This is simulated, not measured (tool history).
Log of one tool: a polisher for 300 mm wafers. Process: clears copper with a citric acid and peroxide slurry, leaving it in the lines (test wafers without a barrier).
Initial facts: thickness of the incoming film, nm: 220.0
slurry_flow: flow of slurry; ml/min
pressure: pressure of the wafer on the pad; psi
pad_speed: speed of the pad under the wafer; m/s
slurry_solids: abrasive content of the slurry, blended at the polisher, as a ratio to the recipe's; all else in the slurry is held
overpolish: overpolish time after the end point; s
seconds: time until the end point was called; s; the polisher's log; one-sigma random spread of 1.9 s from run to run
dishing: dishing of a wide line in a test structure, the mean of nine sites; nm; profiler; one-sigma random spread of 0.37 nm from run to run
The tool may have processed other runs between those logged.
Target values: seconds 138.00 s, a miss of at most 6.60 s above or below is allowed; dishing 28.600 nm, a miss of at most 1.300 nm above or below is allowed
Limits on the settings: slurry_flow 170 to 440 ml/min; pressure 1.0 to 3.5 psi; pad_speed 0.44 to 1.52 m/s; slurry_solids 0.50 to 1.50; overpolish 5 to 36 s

run	hour	slurry_flow	pressure	pad_speed	slurry_solids	overpolish	seconds	dishing
1	0.0	280	2.2	0.98	1.00	18	166.73	17.112
2	5.8	280	2.2	0.98	1.10	18	167.47	17.940
3	12.9	280	2.2	1.12	1.10	18	144.70	20.454
4	19.0	280	1.6	1.12	1.10	18	193.63	15.085
5	21.9	285	1.8	1.12	1.15	19	177.32	17.568
6	27.4	285	1.8	1.32	1.15	19	150.67	20.552
7	32.8	290	1.9	1.32	1.15	20	141.19	22.118
# hour 33.6: slurry blender recalibrated
8	33.6	275	1.9	1.34	1.15	26	121.25	31.999
9	37.7	275	1.8	1.34	1.15	26	126.12	30.786
10	41.0	275	1.8	1.34	1.15	26	127.24	30.845

Below are 5 possible settings for the next run. Only one of them brings all results inside the allowed miss of their targets. Which is it?
A	44.3	330	1.7	1.40	0.90	26	?	?
B	44.3	260	2.0	1.32	1.15	24	?	?
C	44.3	335	1.9	1.46	1.15	21	?	?
D	44.3	255	2.1	1.42	1.15	24	?	?
E	44.3	250	1.9	1.40	1.15	26	?	?

move	seconds	dishing
A	136.15	28.833
B	116.48	31.119
C	108.32	29.438
D	103.67	34.421
E	116.14	33.213
A: all results land within tolerance of their targets
B: lands further from the targets than the last run did
C: gets the furthest-off result to its target, but another result is out of tolerance
D: lands further from the targets than the last run did
E: lands further from the targets than the last run did
A is the move that brings every result within its allowed miss.
